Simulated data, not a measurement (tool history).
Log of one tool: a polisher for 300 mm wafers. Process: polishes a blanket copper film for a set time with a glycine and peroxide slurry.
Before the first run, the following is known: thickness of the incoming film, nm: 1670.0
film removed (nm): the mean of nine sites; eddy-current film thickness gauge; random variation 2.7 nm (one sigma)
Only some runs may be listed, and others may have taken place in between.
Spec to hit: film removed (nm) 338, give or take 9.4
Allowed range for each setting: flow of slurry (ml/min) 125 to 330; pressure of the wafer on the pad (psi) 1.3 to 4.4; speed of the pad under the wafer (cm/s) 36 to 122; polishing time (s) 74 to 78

run  hour  flow of slurry (ml/min)  pressure of the wafer on the pad (psi)  speed of the pad under the wafer (cm/s)  polishing time (s)  film removed (nm)
  1     0                      210                                     2.8                                       78                  74             384.41
  2   6.3                      205                                     2.7                                       78                  74             374.04
  3   7.8                      175                                     2.7                                       78                  74             358.11
  4  13.9                      175                                     3.1                                       78                  74              408.1
  5  22.6                      175                                     3.1                                       96                  74             480.79
  6  24.9                      175                                     3.4                                       96                  74             520.04
  7  27.7                      170                                     3.1                                       96                  74             476.58
  8  34.3                      165                                     2.9                                       96                  74             442.56
  9  41.4                      160                                     2.8                                       96                  74             441.29
 10  48.9                      160                                       2                                       94                  74              328.5

4 candidate next runs follow, results not yet known. Just one meets every target within its allowed miss. Identify it.
  A  56.4                      155                                       2                                       90                  74                  ?
  B  56.4                      245                                     1.8                                       94                  74                  ?
  C  56.4                      170                                     1.9                                       94                  74                  ?
  D  56.4                      140                                     1.6                                      120                  76                  ?

move  film removed (nm)
   A             312.48
   B             318.48
   C             315.58
   D             330.63
A: lands further from the targets than the last run did
B: lands further from the targets than the last run did
C: lands further from the targets than the last run did
D: every result within its allowed miss
D meets every target.
